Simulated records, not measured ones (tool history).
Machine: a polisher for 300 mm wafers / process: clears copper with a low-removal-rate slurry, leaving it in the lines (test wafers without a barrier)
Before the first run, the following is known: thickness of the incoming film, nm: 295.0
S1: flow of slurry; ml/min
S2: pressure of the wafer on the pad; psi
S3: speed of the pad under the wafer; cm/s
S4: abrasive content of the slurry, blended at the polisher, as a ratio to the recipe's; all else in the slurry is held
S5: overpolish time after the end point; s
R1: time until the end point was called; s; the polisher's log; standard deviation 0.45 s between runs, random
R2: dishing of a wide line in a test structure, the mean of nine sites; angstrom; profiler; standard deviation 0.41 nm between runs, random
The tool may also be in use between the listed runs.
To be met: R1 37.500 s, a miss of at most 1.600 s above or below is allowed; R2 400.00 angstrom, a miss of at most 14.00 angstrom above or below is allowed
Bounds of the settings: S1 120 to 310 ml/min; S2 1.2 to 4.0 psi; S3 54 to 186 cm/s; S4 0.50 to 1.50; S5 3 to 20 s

Run 1, hour 0.0: S1 200 ml/min, S2 2.6 psi, S3 118 cm/s, S4 1.00, S5 10 s. Result: R1 86.977 s, R2 260.55 angstrom.
Run 2, hour 3.6: S1 200 ml/min, S2 2.6 psi, S3 132 cm/s, S4 1.00, S5 10 s. Result: R1 75.906 s, R2 289.72 angstrom.
Run 3, hour 6.4: S1 200 ml/min, S2 2.6 psi, S3 132 cm/s, S4 1.20, S5 10 s. Result: R1 74.509 s, R2 297.52 angstrom.
Run 4, hour 8.6: S1 200 ml/min, S2 2.6 psi, S3 132 cm/s, S4 1.10, S5 10 s. Result: R1 75.380 s, R2 297.03 angstrom.
Run 5, hour 13.2: S1 200 ml/min, S2 2.8 psi, S3 134 cm/s, S4 1.10, S5 9 s. Result: R1 68.346 s, R2 290.30 angstrom.
Run 6, hour 16.6: S1 200 ml/min, S2 3.0 psi, S3 136 cm/s, S4 1.10, S5 9 s. Result: R1 62.631 s, R2 309.65 angstrom.
Run 7, hour 21.4: S1 205 ml/min, S2 3.1 psi, S3 138 cm/s, S4 1.10, S5 9 s. Result: R1 60.310 s, R2 329.45 angstrom.
Run 8, hour 22.4: S1 205 ml/min, S2 3.2 psi, S3 140 cm/s, S4 1.10, S5 9 s. Result: R1 57.441 s, R2 340.32 angstrom.
Run 9, hour 25.2: S1 205 ml/min, S2 3.2 psi, S3 140 cm/s, S4 1.10, S5 9 s. Result: R1 58.146 s, R2 337.31 angstrom.
Run 10, hour 28.7: S1 205 ml/min, S2 3.3 psi, S3 144 cm/s, S4 1.10, S5 9 s. Result: R1 54.967 s, R2 362.20 angstrom.
Run 11, hour 37.0: S1 210 ml/min, S2 3.4 psi, S3 146 cm/s, S4 1.10, S5 9 s. Result: R1 51.615 s, R2 370.81 angstrom.
Run 12, hour 37.5: S1 210 ml/min, S2 3.5 psi, S3 148 cm/s, S4 1.10, S5 9 s. Result: R1 50.421 s, R2 396.55 angstrom.
Run 13, hour 42.7: S1 210 ml/min, S2 3.6 psi, S3 150 cm/s, S4 1.10, S5 9 s. Result: R1 47.584 s, R2 408.14 angstrom.
Run 14, hour 49.4: S1 210 ml/min, S2 3.7 psi, S3 152 cm/s, S4 1.10, S5 9 s. Result: R1 45.183 s, R2 421.35 angstrom.
Run 15, hour 55.1: S1 210 ml/min, S2 3.7 psi, S3 154 cm/s, S4 1.10, S5 9 s. Result: R1 45.020 s, R2 423.93 angstrom.
Run 16, hour 57.5: S1 210 ml/min, S2 3.7 psi, S3 156 cm/s, S4 1.10, S5 9 s. Result: R1 43.842 s, R2 425.71 angstrom.
Run 17, hour 61.4: S1 210 ml/min, S2 3.7 psi, S3 158 cm/s, S4 1.10, S5 9 s. Result: R1 44.179 s, R2 425.57 angstrom.
Run 18, hour 63.4: S1 210 ml/min, S2 3.7 psi, S3 160 cm/s, S4 1.10, S5 9 s. Result: R1 43.623 s, R2 435.28 angstrom.
Run 19, hour 66.1: S1 210 ml/min, S2 3.7 psi, S3 162 cm/s, S4 1.10, S5 9 s. Result: R1 42.673 s, R2 433.79 angstrom.
Run 20, hour 74.9: S1 210 ml/min, S2 3.7 psi, S3 164 cm/s, S4 1.10, S5 9 s. Result: R1 43.045 s, R2 445.99 angstrom.
Run 21, hour 76.8: S1 250 ml/min, S2 4.0 psi, S3 164 cm/s, S4 1.15, S5 6 s. Result: R1 37.657 s, R2 343.83 angstrom.

5 next moves are on the table. One of them brings every result within its allowed miss. Which?
Run A, hour 78.7: S1 255 ml/min, S2 4.0 psi, S3 162 cm/s, S4 1.15, S5 8 s. Result: R1 ?, R2 ?.
Run B, hour 78.7: S1 215 ml/min, S2 4.0 psi, S3 170 cm/s, S4 1.15, S5 5 s. Result: R1 ?, R2 ?.
Run C, hour 78.7: S1 255 ml/min, S2 4.0 psi, S3 168 cm/s, S4 1.05, S5 8 s. Result: R1 ?, R2 ?.
Run D, hour 78.7: S1 270 ml/min, S2 4.0 psi, S3 160 cm/s, S4 1.25, S5 7 s. Result: R1 ?, R2 ?.
Run E, hour 78.7: S1 245 ml/min, S2 4.0 psi, S3 170 cm/s, S4 1.05, S5 8 s. Result: R1 ?, R2 ?.

move      R1      R2
   A  37.998  447.37
   B  36.994  301.38
   C  37.550  451.98
   D  37.411  403.55
   E  37.284  454.78
A: takes the result that was furthest off past its target
B: its largest miss is bigger than the last run's
C: takes the result that was furthest off past its target
D: all results in spec
E: takes the result that was furthest off past its target
The right move is D.
